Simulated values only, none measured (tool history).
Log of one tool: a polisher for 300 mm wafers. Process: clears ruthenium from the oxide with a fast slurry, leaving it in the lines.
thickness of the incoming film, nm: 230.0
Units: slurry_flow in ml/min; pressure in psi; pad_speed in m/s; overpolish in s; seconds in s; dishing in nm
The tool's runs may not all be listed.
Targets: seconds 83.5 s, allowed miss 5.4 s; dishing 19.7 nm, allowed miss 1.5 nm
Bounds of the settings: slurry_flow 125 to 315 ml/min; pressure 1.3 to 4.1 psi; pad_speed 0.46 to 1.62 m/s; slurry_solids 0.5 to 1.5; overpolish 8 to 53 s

{"run": 1, "hour": 0.0, "slurry_flow": 205, "pressure": 2.7, "pad_speed": 1.04, "slurry_solids": 1, "overpolish": 27, "seconds": 64.635, "dishing": 54.548}
{"run": 2, "hour": 4.1, "slurry_flow": 190, "pressure": 2.7, "pad_speed": 1.04, "slurry_solids": 1, "overpolish": 27, "seconds": 67.861, "dishing": 56.132}
{"run": 3, "hour": 11.9, "slurry_flow": 225, "pressure": 2.4, "pad_speed": 1.02, "slurry_solids": 1, "overpolish": 22, "seconds": 75.068, "dishing": 46.091}
{"run": 4, "hour": 17.0, "slurry_flow": 225, "pressure": 3, "pad_speed": 1.02, "slurry_solids": 1, "overpolish": 22, "seconds": 59.092, "dishing": 51.417}
{"run": 5, "hour": 23.1, "slurry_flow": 250, "pressure": 3, "pad_speed": 0.88, "slurry_solids": 1, "overpolish": 18, "seconds": 68.055, "dishing": 43.257}
{"run": 6, "hour": 24.2, "slurry_flow": 250, "pressure": 3, "pad_speed": 0.88, "slurry_solids": 0.8, "overpolish": 18, "seconds": 75.368, "dishing": 39.962}
{"run": 7, "hour": 27.1, "slurry_flow": 250, "pressure": 3, "pad_speed": 0.88, "slurry_solids": 0.8, "overpolish": 18, "seconds": 75.661, "dishing": 41.098}
{"run": 8, "hour": 30.4, "slurry_flow": 265, "pressure": 3, "pad_speed": 0.76, "slurry_solids": 0.85, "overpolish": 15, "seconds": 83.529, "dishing": 32.883}
{"run": 9, "hour": 33.2, "slurry_flow": 280, "pressure": 2.9, "pad_speed": 0.68, "slurry_solids": 1, "overpolish": 13, "seconds": 91.842, "dishing": 27.33}
{"run": 10, "hour": 38.7, "slurry_flow": 290, "pressure": 3, "pad_speed": 0.62, "slurry_solids": 1.15, "overpolish": 12, "seconds": 92.662, "dishing": 26.878}
{"run": 11, "hour": 41.8, "slurry_flow": 295, "pressure": 3.1, "pad_speed": 0.58, "slurry_solids": 1.25, "overpolish": 11, "seconds": 92.295, "dishing": 24.186}
{"run": 12, "hour": 47.6, "slurry_flow": 300, "pressure": 3.2, "pad_speed": 0.54, "slurry_solids": 1.3, "overpolish": 10, "seconds": 92.76, "dishing": 21.16}

4 next moves are on the table. One of them brings every result within its allowed miss. Which?
{"run": "A", "hour": 53.4, "slurry_flow": 305, "pressure": 2.9, "pad_speed": 0.5, "slurry_solids": 1.3, "overpolish": 10, "seconds": "?", "dishing": "?"}
{"run": "B", "hour": 53.4, "slurry_flow": 290, "pressure": 3, "pad_speed": 0.58, "slurry_solids": 1.25, "overpolish": 11, "seconds": "?", "dishing": "?"}
{"run": "C", "hour": 53.4, "slurry_flow": 315, "pressure": 3.7, "pad_speed": 0.5, "slurry_solids": 1.3, "overpolish": 8, "seconds": "?", "dishing": "?"}
{"run": "D", "hour": 53.4, "slurry_flow": 310, "pressure": 3.9, "pad_speed": 0.56, "slurry_solids": 1.4, "overpolish": 8, "seconds": "?", "dishing": "?"}

move=A seconds=110.32 dishing=18.231
move=B seconds=94.547 dishing=22.561
move=C seconds=86.755 dishing=18.505
move=D seconds=72.216 dishing=21.651
A: further off than the last run
B: further off than the last run
C: meets every target
D: takes the result that was furthest off past its target
Answer: C

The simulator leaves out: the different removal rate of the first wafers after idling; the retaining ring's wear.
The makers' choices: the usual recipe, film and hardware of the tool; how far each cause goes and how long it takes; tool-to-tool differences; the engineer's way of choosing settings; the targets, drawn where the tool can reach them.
